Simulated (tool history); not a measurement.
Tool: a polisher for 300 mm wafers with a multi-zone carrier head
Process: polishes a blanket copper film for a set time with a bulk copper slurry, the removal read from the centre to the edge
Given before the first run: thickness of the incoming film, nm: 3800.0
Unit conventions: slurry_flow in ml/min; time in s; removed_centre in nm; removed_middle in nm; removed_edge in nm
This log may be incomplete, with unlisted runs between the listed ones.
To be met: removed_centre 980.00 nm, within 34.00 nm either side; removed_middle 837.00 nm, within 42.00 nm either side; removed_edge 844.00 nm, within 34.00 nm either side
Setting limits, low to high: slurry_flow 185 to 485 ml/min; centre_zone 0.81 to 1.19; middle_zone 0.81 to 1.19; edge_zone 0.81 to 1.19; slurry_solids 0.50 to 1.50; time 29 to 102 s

run	hour	slurry_flow	centre_zone	middle_zone	edge_zone	slurry_solids	time	removed_centre	removed_middle	removed_edge
1	0.0	310	1.00	1.00	1.00	1.00	65	660.95	647.98	649.84
2	1.0	315	1.03	1.01	1.01	1.10	66	704.65	681.33	678.47
3	9.9	315	1.07	1.01	1.01	1.10	66	711.24	665.34	681.35
4	11.7	315	1.07	1.01	1.01	1.20	66	728.77	685.66	686.42
5	17.3	315	1.07	0.96	1.01	1.20	66	735.99	679.64	696.18
6	21.4	315	1.07	0.96	1.01	1.20	73	823.15	718.51	762.58
7	28.3	320	1.08	0.97	1.01	1.25	74	844.12	764.72	797.24
8	33.3	325	1.10	0.97	1.00	1.30	74	865.70	768.62	791.03
9	35.8	330	1.11	0.97	1.00	1.35	74	877.87	782.57	810.94
10	40.0	330	1.12	0.97	0.99	1.35	74	876.95	771.51	793.42
11	46.0	330	1.13	0.97	0.99	1.35	75	911.80	785.51	811.25
12	49.8	330	1.13	0.97	0.99	1.35	75	906.95	791.22	807.89
13	58.4	330	1.14	0.97	0.99	1.35	75	906.60	802.32	807.19

Which one of the following 5 next-run settings gets every result inside its allowed miss? There is exactly one.
A	67.0	340	1.16	1.09	1.02	1.40	71	?	?	?
B	67.0	370	1.19	1.11	1.06	1.45	67	?	?	?
C	67.0	335	1.15	0.96	0.95	1.35	80	?	?	?
D	67.0	310	1.19	1.02	0.81	1.20	80	?	?	?
E	67.0	305	1.19	0.94	0.81	1.25	78	?	?	?

move	removed_centre	removed_middle	removed_edge
A	885.70	821.65	784.32
B	866.37	800.25	764.87
C	980.25	822.80	847.43
D	968.36	834.41	761.35
E	951.61	766.07	749.81
A: misses by more than the last run did
B: misses by more than the last run did
C: in spec on every target
D: puts the biggest miss on target and leaves a different result outside tolerance
E: puts the biggest miss on target and leaves a different result outside tolerance
So the answer is move C, the one that meets all the targets.
